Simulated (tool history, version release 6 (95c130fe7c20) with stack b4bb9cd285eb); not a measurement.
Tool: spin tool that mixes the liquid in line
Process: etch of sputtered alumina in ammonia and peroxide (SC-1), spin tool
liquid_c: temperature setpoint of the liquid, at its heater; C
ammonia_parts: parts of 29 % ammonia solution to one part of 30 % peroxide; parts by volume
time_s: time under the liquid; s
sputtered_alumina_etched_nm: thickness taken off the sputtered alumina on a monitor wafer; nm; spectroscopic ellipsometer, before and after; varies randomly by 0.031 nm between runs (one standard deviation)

| run | hour | liquid_c | ammonia_parts | time_s | sputtered_alumina_etched_nm |
|---|---|---|---|---|---|
| 1 | 0 | 52 | 0.45 | 120 | 7.5444 |
| 2 | 7.9 | 51.5 | 0.45 | 120 | 7.411 |
| 3 | 14.3 | 51 | 0.45 | 120 | 7.0996 |
| 4 | 18.8 | 50.5 | 0.45 | 120 | 6.9685 |
| 5 | 27.4 | 50 | 0.45 | 120 | 6.76 |
| 6 | 32.7 | 50 | 0.55 | 120 | 6.8601 |

Run 7 has not been measured yet. What should we expect?
| 7 | 34.4 | 49.5 | 0.55 | 120 | ? |

For run 7 the tool returned sputtered_alumina_etched_nm 6.7851 nm.
